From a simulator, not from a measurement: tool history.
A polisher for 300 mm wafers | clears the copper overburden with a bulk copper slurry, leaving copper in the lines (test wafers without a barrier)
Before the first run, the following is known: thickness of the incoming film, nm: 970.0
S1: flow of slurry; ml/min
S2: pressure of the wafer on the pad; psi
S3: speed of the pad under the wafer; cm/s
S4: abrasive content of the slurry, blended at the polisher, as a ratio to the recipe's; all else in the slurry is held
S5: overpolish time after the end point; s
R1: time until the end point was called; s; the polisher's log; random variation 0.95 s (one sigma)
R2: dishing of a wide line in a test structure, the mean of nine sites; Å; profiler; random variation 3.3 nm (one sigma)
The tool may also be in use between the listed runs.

| run | hour | S1 | S2 | S3 | S4 | S5 | R1 | R2 |
|---|---|---|---|---|---|---|---|---|
| 1 | 0 | 120 | 2 | 124 | 1 | 22 | 153.69 | 816.2 |
| 2 | 2.9 | 120 | 2 | 124 | 1 | 26 | 153.62 | 898.72 |
| 3 | 5.8 | 120 | 2 | 124 | 0.8 | 26 | 165.56 | 871.32 |
| 4 | 6.6 | 110 | 2 | 124 | 0.8 | 26 | 164.06 | 845.63 |
| 5 | 14.7 | 110 | 2.3 | 128 | 0.8 | 26 | 144.22 | 977.31 |
| 6 | 20.5 | 110 | 2.3 | 128 | 0.9 | 26 | 140.6 | 970.98 |
| 7 | 25.2 | 120 | 2.5 | 134 | 0.9 | 26 | 119.52 | 1090.5 |
| 8 | 31.4 | 140 | 3.1 | 138 | 0.9 | 28 | 94.864 | 1338.3 |
| 9 | 39.7 | 140 | 3.1 | 142 | 0.9 | 28 | 93.376 | 1301.4 |

The next listed run, before its measurement:
| 10 | 42.1 | 140 | 3.1 | 146 | 0.9 | 29 | ? | ? |

R1: 89.867 s
R2: 1364.4 Å
